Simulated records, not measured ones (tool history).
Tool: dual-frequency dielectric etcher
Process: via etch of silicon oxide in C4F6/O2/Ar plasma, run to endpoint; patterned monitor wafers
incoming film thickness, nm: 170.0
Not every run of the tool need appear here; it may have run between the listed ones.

run 1 hour=0 | bias_power_(W)=423 source_power_(W)=390 Ar_flow_(sccm)=386 | endpoint_time_(s)=42.1
run 2 hour=6.9 | bias_power_(W)=423 source_power_(W)=420 Ar_flow_(sccm)=386 | endpoint_time_(s)=40.916
run 3 hour=13.3 | bias_power_(W)=390 source_power_(W)=410 Ar_flow_(sccm)=387 | endpoint_time_(s)=42.776
run 4 hour=15.7 | bias_power_(W)=369 source_power_(W)=410 Ar_flow_(sccm)=388 | endpoint_time_(s)=43.858
run 5 hour=17.1 | bias_power_(W)=369 source_power_(W)=410 Ar_flow_(sccm)=355 | endpoint_time_(s)=43.575
run 6 hour=20.1 | bias_power_(W)=352 source_power_(W)=410 Ar_flow_(sccm)=355 | endpoint_time_(s)=44.427
run 7 hour=22.1 | bias_power_(W)=339 source_power_(W)=410 Ar_flow_(sccm)=355 | endpoint_time_(s)=45.503
run 8 hour=30.2 | bias_power_(W)=332 source_power_(W)=410 Ar_flow_(sccm)=355 | endpoint_time_(s)=45.516

Predict the results of run 9:
run 9 hour=36.7 | bias_power_(W)=324 source_power_(W)=410 Ar_flow_(sccm)=355 | endpoint_time_(s)=?

{"run 9": {"endpoint time (s)": 46.288}}

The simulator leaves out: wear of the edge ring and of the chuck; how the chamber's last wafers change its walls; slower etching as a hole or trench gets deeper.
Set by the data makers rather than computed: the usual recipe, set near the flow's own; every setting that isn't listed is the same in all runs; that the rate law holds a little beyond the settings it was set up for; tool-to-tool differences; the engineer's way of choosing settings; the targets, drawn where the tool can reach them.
